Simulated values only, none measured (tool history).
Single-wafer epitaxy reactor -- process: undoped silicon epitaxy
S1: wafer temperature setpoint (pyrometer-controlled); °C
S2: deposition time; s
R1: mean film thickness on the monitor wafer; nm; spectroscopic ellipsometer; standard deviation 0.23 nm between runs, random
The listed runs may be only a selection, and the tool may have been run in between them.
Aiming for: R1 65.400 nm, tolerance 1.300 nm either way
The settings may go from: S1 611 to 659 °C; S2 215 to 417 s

run    day   S1   S2      R1
  1  0.000  635  316  39.529
  2  0.096  641  317  46.128
  3  0.333  641  352  50.887
  4  0.704  644  352  54.969
  5  0.804  646  352  58.345
  6  0.929  657  352  75.693
  7  1.208  657  352  76.224
  8  1.529  655  352  72.051
  9  1.846  654  352  70.524
 10  2.129  654  352  70.588
 11  2.404  653  352  68.837
 12  2.475  652  352  66.892

Consider the 5 candidate settings below. Which is the only one whose results all fall within their allowed miss of target?
  A  2.546  652  333   ?
  B  2.546  659  311   ?
  C  2.546  650  379   ?
  D  2.546  651  354   ?
  E  2.546  652  324   ?

move      R1
   A  63.640
   B  70.503
   C  68.944
   D  66.007
   E  61.920
A: takes the result that was furthest off past its target
B: misses by more than the last run did
C: misses by more than the last run did
D: every result lands within tolerance
E: takes the result that was furthest off past its target
So the answer is move D, the one that meets all the targets.
